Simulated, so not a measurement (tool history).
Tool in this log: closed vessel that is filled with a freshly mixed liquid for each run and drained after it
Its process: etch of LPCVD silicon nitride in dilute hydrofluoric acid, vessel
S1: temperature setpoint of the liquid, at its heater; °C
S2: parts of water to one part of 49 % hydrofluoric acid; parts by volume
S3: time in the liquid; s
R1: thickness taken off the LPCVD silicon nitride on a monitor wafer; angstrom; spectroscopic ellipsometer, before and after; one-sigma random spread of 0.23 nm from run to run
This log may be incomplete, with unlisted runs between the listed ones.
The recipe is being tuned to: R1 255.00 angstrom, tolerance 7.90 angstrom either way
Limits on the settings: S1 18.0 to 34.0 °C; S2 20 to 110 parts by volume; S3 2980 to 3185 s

{"run": 1, "hour": 0.0, "S1": 26.0, "S2": 60, "S3": 2980, "R1": 321.51}
{"run": 2, "hour": 7.8, "S1": 25.0, "S2": 60, "S3": 2980, "R1": 302.32}
{"run": 3, "hour": 12.7, "S1": 24.5, "S2": 60, "S3": 2980, "R1": 293.47}
{"run": 4, "hour": 20.4, "S1": 24.5, "S2": 60, "S3": 3185, "R1": 313.8}
{"run": 5, "hour": 24.1, "S1": 23.5, "S2": 60, "S3": 3185, "R1": 293.55}
{"run": 6, "hour": 27.5, "S1": 23.5, "S2": 60, "S3": 3185, "R1": 297.05}
{"run": 7, "hour": 31.0, "S1": 23.0, "S2": 60, "S3": 3185, "R1": 284.71}
{"run": 8, "hour": 36.0, "S1": 22.5, "S2": 60, "S3": 3185, "R1": 277.54}
{"run": 9, "hour": 40.5, "S1": 22.0, "S2": 60, "S3": 3185, "R1": 262.37}

4 candidate next runs follow, results not yet known. Just one meets every target within its allowed miss. Identify it.
{"run": "A", "hour": 45.0, "S1": 21.0, "S2": 55, "S3": 3180, "R1": "?"}
{"run": "B", "hour": 45.0, "S1": 24.0, "S2": 65, "S3": 3110, "R1": "?"}
{"run": "C", "hour": 45.0, "S1": 21.0, "S2": 55, "S3": 2980, "R1": "?"}
{"run": "D", "hour": 45.0, "S1": 22.5, "S2": 55, "S3": 3030, "R1": "?"}

move=A R1=270.75
move=B R1=275.64
move=C R1=253.72
move=D R1=285.87
A: moves away from the targets compared with the last run
B: moves away from the targets compared with the last run
C: hits every target within its allowed miss
D: moves away from the targets compared with the last run
The move that meets every target is C.
